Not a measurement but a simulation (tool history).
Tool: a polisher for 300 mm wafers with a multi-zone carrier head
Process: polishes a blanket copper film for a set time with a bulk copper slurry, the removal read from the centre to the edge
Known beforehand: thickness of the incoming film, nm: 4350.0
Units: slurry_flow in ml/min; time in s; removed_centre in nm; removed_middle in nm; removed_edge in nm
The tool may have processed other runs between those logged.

{"run": 1, "hour": 0.0, "slurry_flow": 210, "centre_zone": 1, "middle_zone": 1, "edge_zone": 1, "slurry_solids": 1, "time": 31, "removed_centre": 393.13, "removed_middle": 388.99, "removed_edge": 387.79}
{"run": 2, "hour": 5.7, "slurry_flow": 210, "centre_zone": 1, "middle_zone": 1, "edge_zone": 1, "slurry_solids": 1.2, "time": 31, "removed_centre": 394.73, "removed_middle": 404.25, "removed_edge": 395.11}
{"run": 3, "hour": 12.0, "slurry_flow": 210, "centre_zone": 1.06, "middle_zone": 1, "edge_zone": 1, "slurry_solids": 1.2, "time": 31, "removed_centre": 428.73, "removed_middle": 409.35, "removed_edge": 395.27}
{"run": 4, "hour": 20.6, "slurry_flow": 220, "centre_zone": 1.05, "middle_zone": 0.97, "edge_zone": 1.04, "slurry_solids": 1.2, "time": 31, "removed_centre": 423.66, "removed_middle": 397.85, "removed_edge": 405.14}
{"run": 5, "hour": 28.7, "slurry_flow": 220, "centre_zone": 0.97, "middle_zone": 0.97, "edge_zone": 1.04, "slurry_solids": 1.2, "time": 31, "removed_centre": 387.3, "removed_middle": 413.05, "removed_edge": 400.04}
{"run": 6, "hour": 31.6, "slurry_flow": 210, "centre_zone": 0.99, "middle_zone": 0.92, "edge_zone": 1.08, "slurry_solids": 1.2, "time": 32, "removed_centre": 410.7, "removed_middle": 401.62, "removed_edge": 419.98}

Forecast run 7:
{"run": 7, "hour": 37.0, "slurry_flow": 210, "centre_zone": 1, "middle_zone": 0.9, "edge_zone": 1.11, "slurry_solids": 1.2, "time": 32, "removed_centre": "?", "removed_middle": "?", "removed_edge": "?"}

{"run 7": {"removed_centre": 413.26, "removed_middle": 389.37, "removed_edge": 426.75}}
